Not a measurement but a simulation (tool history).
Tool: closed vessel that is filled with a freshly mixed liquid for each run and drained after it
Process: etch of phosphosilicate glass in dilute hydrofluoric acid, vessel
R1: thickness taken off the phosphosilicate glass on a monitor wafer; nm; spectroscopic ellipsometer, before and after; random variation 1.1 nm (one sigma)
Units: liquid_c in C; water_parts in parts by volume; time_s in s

{"run": 1, "hour": 0.0, "liquid_c": 23.0, "water_parts": 210, "time_s": 85, "R1": 59.702}
{"run": 2, "hour": 2.7, "liquid_c": 23.0, "water_parts": 270, "time_s": 85, "R1": 43.434}
{"run": 3, "hour": 8.4, "liquid_c": 25.5, "water_parts": 270, "time_s": 85, "R1": 47.541}
{"run": 4, "hour": 14.4, "liquid_c": 25.5, "water_parts": 310, "time_s": 85, "R1": 39.373}
{"run": 5, "hour": 17.4, "liquid_c": 26.5, "water_parts": 265, "time_s": 85, "R1": 50.478}
{"run": 6, "hour": 18.1, "liquid_c": 30.0, "water_parts": 265, "time_s": 85, "R1": 57.029}
{"run": 7, "hour": 25.2, "liquid_c": 30.0, "water_parts": 230, "time_s": 85, "R1": 67.463}

Run 8 comes next. What will it give?
{"run": 8, "hour": 32.2, "liquid_c": 30.0, "water_parts": 205, "time_s": 85, "R1": "?"}

Run 8 gave R1 79.063 nm.

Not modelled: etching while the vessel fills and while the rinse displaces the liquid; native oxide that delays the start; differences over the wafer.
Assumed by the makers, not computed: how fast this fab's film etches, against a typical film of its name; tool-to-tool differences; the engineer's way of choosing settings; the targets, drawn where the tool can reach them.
